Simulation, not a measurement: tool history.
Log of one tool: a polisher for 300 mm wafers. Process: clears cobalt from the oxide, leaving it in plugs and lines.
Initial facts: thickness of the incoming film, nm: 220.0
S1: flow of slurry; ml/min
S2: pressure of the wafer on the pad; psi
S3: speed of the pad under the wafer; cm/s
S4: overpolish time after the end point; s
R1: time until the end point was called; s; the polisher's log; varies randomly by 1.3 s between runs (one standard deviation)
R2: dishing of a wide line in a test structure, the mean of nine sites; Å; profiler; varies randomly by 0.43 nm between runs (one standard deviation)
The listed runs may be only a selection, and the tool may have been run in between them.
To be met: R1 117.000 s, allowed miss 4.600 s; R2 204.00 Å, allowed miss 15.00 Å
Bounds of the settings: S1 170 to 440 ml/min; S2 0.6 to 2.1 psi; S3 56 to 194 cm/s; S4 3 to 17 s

run  hour   S1   S2   S3  S4       R1      R2
  1   0.0  280  1.3  124   9   53.047  252.76
  2   5.0  280  1.5  124   9   47.722  291.94
  3   6.0  280  1.5  152   9   37.965  322.38
  4  10.0  280  1.5  152   6   38.300  245.20
  5  15.2  280  1.4  144   7   42.957  245.91
  6  23.8  280  1.3  136   8   48.487  242.67
  7  31.9  280  1.2  128   9   55.191  247.31
     38.9  -- head pressure recalibrated
  8  38.9  280  1.1  122   9   70.190  199.58
  9  46.5  280  1.0  122  10   76.076  204.95
 10  52.0  280  0.8  120  12   98.040  201.32
 11  58.8  280  0.6  120  14  126.970  170.95
 12  64.4  280  0.6  120  14  126.500  179.43
 13  70.9  280  0.7  120  14  110.870  205.34
 14  72.3  280  0.7  118  14  112.600  199.22

Exactly one of the 4 candidate moves below puts every result within its allowed miss. Which one?
  A  73.7  300  0.7  124  14   ?   ?
  B  73.7  275  0.7  122  13   ?   ?
  C  73.7  305  0.6  146  14   ?   ?
  D  73.7  320  0.7  110  15   ?   ?

move       R1      R2
   A  108.520  205.06
   B  111.070  189.20
   C  106.910  207.57
   D  121.240  198.27
A: misses by more than the last run did
B: misses by more than the last run did
C: misses by more than the last run did
D: every result within its allowed miss
Correct choice: D, which meets every target

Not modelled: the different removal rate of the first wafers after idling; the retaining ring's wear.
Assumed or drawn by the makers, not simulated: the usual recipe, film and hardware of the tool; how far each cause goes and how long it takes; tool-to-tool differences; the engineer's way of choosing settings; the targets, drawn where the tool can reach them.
